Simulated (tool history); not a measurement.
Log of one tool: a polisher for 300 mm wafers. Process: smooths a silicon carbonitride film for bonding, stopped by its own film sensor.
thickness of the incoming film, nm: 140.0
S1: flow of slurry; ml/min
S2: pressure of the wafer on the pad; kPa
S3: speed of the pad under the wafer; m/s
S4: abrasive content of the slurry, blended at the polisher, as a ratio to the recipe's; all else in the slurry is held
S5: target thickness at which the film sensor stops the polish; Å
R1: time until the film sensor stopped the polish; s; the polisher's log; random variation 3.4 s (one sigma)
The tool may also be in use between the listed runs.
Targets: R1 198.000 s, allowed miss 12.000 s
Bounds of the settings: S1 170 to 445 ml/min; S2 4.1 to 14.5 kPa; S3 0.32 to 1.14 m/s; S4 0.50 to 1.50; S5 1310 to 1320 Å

run,day,S1,S2,S3,S4,S5,R1
1,0.000,285,9.0,0.72,1.00,1310,86.851
2,0.104,285,9.0,0.72,1.00,1310,85.967
3,0.471,285,9.0,0.72,1.10,1310,82.180
4,0.712,255,9.0,0.72,1.10,1310,80.113
5,0.917,300,9.0,0.72,1.10,1310,80.748
6,1.138,300,8.3,0.68,1.10,1310,89.221
7,1.283,300,7.6,0.64,1.10,1310,101.530
8,1.583,300,6.9,0.60,1.10,1310,111.420
9,1.912,300,6.2,0.56,1.10,1310,124.140
10,2.150,300,6.2,0.56,1.10,1310,130.700
11,2.408,300,6.2,0.54,1.10,1310,129.460
12,2.704,300,6.2,0.52,1.10,1310,133.180
13,2.871,300,6.2,0.50,1.10,1310,136.990
14,3.029,300,6.2,0.48,1.10,1310,142.660
15,3.342,300,6.2,0.46,1.10,1310,146.680

Which of these 5 next moves meets every target?
A,3.654,345,4.1,0.40,0.85,1310,?
B,3.654,290,6.2,0.40,1.05,1310,?
C,3.654,270,6.2,0.34,1.00,1310,?
D,3.654,320,8.3,0.50,0.85,1320,?
E,3.654,285,6.2,0.54,1.35,1310,?

move,R1
A,249.110
B,176.400
C,208.050
D,122.520
E,122.880
A: takes the result that was furthest off past its target
B: nearer than the last run, and not there yet
C: meets every target
D: further off than the last run
E: further off than the last run
Answer: C
